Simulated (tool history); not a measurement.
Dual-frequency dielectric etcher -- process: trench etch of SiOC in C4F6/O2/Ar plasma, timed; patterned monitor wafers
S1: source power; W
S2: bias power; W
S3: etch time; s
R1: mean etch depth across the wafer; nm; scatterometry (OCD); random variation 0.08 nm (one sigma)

run 1 hour=0 | S1=440 S2=161 S3=9.5 | R1=18.484
run 2 hour=0.9 | S1=410 S2=148 S3=9.5 | R1=17.218
run 3 hour=2.8 | S1=380 S2=141 S3=9.5 | R1=16.388
run 4 hour=7.3 | S1=340 S2=141 S3=9.5 | R1=15.344
run 5 hour=9.2 | S1=320 S2=139 S3=9.5 | R1=14.637
run 6 hour=11.6 | S1=260 S2=139 S3=9.5 | R1=12.884

For run 7, what comes out?
run 7 hour=14.4 | S1=260 S2=139 S3=9.5 | R1=?

{"run 7": {"R1": 12.778}}
